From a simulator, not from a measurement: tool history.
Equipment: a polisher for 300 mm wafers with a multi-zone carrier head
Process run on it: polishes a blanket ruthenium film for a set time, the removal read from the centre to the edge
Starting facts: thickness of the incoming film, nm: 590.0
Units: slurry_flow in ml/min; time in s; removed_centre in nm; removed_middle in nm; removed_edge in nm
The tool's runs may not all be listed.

run	hour	slurry_flow	centre_zone	middle_zone	edge_zone	time	removed_centre	removed_middle	removed_edge
1	0.0	275	1.00	1.00	1.00	65	70.536	70.561	71.077
2	6.4	270	0.97	1.00	0.96	60	63.214	65.627	63.879
3	14.6	260	0.94	0.99	0.93	57	58.384	61.816	59.917
4	18.9	255	0.92	0.99	0.91	54	54.012	58.528	55.957
# hour 26.3: edge zone pressure recalibrated
5	26.3	250	0.90	0.99	0.89	52	51.884	56.083	54.643
6	31.2	250	0.89	1.01	0.87	50	48.648	55.415	52.252
7	34.6	250	0.89	1.02	0.86	48	46.776	52.819	48.589

What does the tool deliver on the next run?
8	43.0	215	0.81	1.01	0.81	45	?	?	?

For run 8 the tool returned removed_centre 40.091 nm, removed_middle 48.011 nm, removed_edge 43.857 nm.
